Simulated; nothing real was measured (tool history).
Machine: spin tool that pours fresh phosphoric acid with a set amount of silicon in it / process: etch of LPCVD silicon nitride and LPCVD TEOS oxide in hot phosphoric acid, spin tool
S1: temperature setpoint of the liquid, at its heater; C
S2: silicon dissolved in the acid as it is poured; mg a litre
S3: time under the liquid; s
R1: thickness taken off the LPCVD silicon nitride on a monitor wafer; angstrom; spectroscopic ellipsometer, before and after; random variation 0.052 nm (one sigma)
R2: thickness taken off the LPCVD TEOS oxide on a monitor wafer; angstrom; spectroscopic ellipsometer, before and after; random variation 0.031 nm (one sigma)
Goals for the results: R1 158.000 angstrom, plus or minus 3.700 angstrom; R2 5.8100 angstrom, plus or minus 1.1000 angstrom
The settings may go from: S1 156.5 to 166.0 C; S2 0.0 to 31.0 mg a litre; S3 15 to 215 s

run  hour     S1    S2   S3       R1      R2
  1   0.0  161.0  13.5  110  101.830  3.3687
  2   2.0  161.0  21.0  110  101.420  3.1537
  3  11.0  161.0  17.0  110  101.370  2.9482
  4  17.3  160.0  17.0  110   98.303  2.9816
  5  24.4  160.0  17.0   70   62.302  2.1781
  6  25.8  161.5  17.0   70   65.421  2.2164
  7  33.4  164.0  11.5  120  122.140  5.5040
  8  40.5  164.0  14.5  130  132.240  5.7311

Next run, 5 choices. One meets every target within its allowed miss, the rest don't. Which?
  A  47.6  161.5  15.0  150   ?   ?
  B  47.6  165.0  11.0  120   ?   ?
  C  47.6  166.0   1.5  105   ?   ?
  D  47.6  166.0   7.5   95   ?   ?
  E  47.6  161.0  13.0  170   ?   ?

move       R1      R2
   A  140.530  4.9867
   B  126.220  5.6658
   C  114.120  6.4796
   D  103.250  5.2050
   E  156.630  5.7196
A: closes in on the targets versus the last run, not all within tolerance yet
B: lands further from the targets than the last run did
C: lands further from the targets than the last run did
D: lands further from the targets than the last run did
E: every result lands within tolerance
The right move is E.
